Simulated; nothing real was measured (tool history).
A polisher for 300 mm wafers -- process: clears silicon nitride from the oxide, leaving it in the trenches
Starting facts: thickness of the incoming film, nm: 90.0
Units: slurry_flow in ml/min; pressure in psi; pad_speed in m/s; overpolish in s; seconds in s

run 1 day=0 | slurry_flow=155 pressure=3 pad_speed=1.28 overpolish=9 | seconds=89.618
run 2 day=0.304 | slurry_flow=125 pressure=3 pad_speed=1.28 overpolish=9 | seconds=92.868
run 3 day=0.592 | slurry_flow=125 pressure=3.3 pad_speed=1.28 overpolish=9 | seconds=83.196
run 4 day=0.875 | slurry_flow=125 pressure=4 pad_speed=1.28 overpolish=9 | seconds=69.225
run 5 day=1.017 | slurry_flow=125 pressure=3.6 pad_speed=1.24 overpolish=9 | seconds=78.257
run 6 day=1.146 | slurry_flow=125 pressure=3.3 pad_speed=1.22 overpolish=9 | seconds=87.537
run 7 day=1.338 | slurry_flow=125 pressure=3.1 pad_speed=1.2 overpolish=9 | seconds=93.319

Estimate the outcome of run 8 from the log above:
run 8 day=1.679 | slurry_flow=125 pressure=3.1 pad_speed=1.2 overpolish=9 | seconds=?

{"run 8": {"seconds": 94.196}}

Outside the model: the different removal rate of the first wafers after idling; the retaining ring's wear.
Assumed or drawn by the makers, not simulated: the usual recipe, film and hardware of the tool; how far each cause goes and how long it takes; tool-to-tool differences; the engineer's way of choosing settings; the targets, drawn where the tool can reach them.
